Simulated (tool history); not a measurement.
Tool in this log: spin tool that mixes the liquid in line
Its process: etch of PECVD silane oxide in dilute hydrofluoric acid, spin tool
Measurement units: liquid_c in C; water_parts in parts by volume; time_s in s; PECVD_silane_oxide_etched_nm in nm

Run 1, hour 0: liquid_c 20 C, water_parts 290 parts by volume, time_s 65 s. Result: PECVD_silane_oxide_etched_nm 7.4692 nm.
Run 2, hour 5.1: liquid_c 20.5 C, water_parts 290 parts by volume, time_s 65 s. Result: PECVD_silane_oxide_etched_nm 7.7069 nm.
Run 3, hour 14.1: liquid_c 20.5 C, water_parts 380 parts by volume, time_s 65 s. Result: PECVD_silane_oxide_etched_nm 5.3987 nm.
Run 4, hour 20.1: liquid_c 18 C, water_parts 380 parts by volume, time_s 65 s. Result: PECVD_silane_oxide_etched_nm 4.9324 nm.
Run 5, hour 23.7: liquid_c 17 C, water_parts 380 parts by volume, time_s 65 s. Result: PECVD_silane_oxide_etched_nm 4.7163 nm.
Run 6, hour 32.1: liquid_c 18.5 C, water_parts 370 parts by volume, time_s 65 s. Result: PECVD_silane_oxide_etched_nm 5.2292 nm.

For run 7, what comes out?
Run 7, hour 39.2: liquid_c 20 C, water_parts 365 parts by volume, time_s 65 s. Result: PECVD_silane_oxide_etched_nm ?.

Logged for run 7: PECVD_silane_oxide_etched_nm 5.5436 nm.
